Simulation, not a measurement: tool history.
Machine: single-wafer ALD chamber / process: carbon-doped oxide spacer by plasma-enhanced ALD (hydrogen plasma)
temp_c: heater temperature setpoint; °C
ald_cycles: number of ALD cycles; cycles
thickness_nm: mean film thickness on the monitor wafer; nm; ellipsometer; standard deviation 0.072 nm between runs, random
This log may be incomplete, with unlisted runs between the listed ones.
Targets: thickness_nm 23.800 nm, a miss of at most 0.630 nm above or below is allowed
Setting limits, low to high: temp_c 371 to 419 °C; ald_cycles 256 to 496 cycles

run  hour  temp_c  ald_cycles  thickness_nm
  1   0.0     395         376        20.801
  2   4.5     395         394        21.760
  3  10.1     395         406        22.408
  4  15.5     395         366        20.095
  5  20.9     395         320        17.692
     22.4  -- thermocouple changed; heater temperature recalibrated
  6  22.4     395         288        15.932
  7  31.8     395         335        18.572
  8  37.4     395         366        20.188

Which of these 5 next moves meets every target?
  A  43.0     405         437             ?
  B  43.0     396         451             ?
  C  43.0     412         322             ?
  D  43.0     405         472             ?
  E  43.0     393         470             ?

move  thickness_nm
   A        23.855
   B        25.032
   C        17.183
   D        25.766
   E        26.086
A: all results in spec
B: pushes the last run's worst result past its target
C: misses by more than the last run did
D: pushes the last run's worst result past its target
E: pushes the last run's worst result past its target
The right move is A.
